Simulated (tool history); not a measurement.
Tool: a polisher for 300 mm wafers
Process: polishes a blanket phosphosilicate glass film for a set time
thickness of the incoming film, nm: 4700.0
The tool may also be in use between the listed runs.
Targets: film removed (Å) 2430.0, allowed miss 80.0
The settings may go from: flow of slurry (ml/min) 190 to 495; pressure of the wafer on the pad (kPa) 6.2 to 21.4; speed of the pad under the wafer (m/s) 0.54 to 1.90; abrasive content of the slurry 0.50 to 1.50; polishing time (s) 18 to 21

| run | hour | flow of slurry (ml/min) | pressure of the wafer on the pad (kPa) | speed of the pad under the wafer (m/s) | abrasive content of the slurry | polishing time (s) | film removed (Å) |
|---|---|---|---|---|---|---|---|
| 1 | 0.0 | 320 | 13.8 | 1.22 | 1.00 | 21 | 1510.9 |
| 2 | 0.9 | 320 | 13.8 | 1.22 | 1.00 | 18 | 1313.1 |
| 3 | 9.5 | 320 | 13.8 | 0.94 | 1.00 | 18 | 1058.3 |
| 4 | 12.6 | 320 | 13.8 | 0.94 | 1.20 | 18 | 1124.0 |
| 5 | 16.6 | 320 | 13.8 | 1.22 | 1.20 | 18 | 1402.9 |
| 6 | 18.8 | 320 | 15.2 | 1.22 | 1.20 | 18 | 1509.9 |
| 7 | 22.7 | 320 | 16.5 | 1.26 | 1.20 | 18 | 1702.5 |
| 8 | 29.6 | 320 | 20.7 | 1.30 | 1.20 | 18 | 2137.7 |
| 9 | 31.6 | 320 | 20.7 | 1.32 | 1.20 | 18 | 2217.8 |
| 10 | 32.2 | 320 | 20.7 | 1.34 | 1.20 | 18 | 2249.0 |

5 next moves are on the table. One of them brings every result within its allowed miss. Which?
| A | 32.8 | 295 | 18.6 | 1.58 | 1.15 | 21 | ? |
| B | 32.8 | 450 | 20.7 | 1.20 | 1.25 | 18 | ? |
| C | 32.8 | 430 | 20.0 | 1.22 | 1.30 | 18 | ? |
| D | 32.8 | 295 | 20.7 | 1.32 | 1.25 | 20 | ? |
| E | 32.8 | 355 | 18.6 | 1.26 | 1.30 | 19 | ? |

| move | film removed (Å) |
|---|---|
| A | 2619.5 |
| B | 2092.7 |
| C | 2072.0 |
| D | 2458.5 |
| E | 2073.6 |
A: takes the result that was furthest off past its target
B: further off than the last run
C: further off than the last run
D: meets every target
E: further off than the last run
The right move is D.

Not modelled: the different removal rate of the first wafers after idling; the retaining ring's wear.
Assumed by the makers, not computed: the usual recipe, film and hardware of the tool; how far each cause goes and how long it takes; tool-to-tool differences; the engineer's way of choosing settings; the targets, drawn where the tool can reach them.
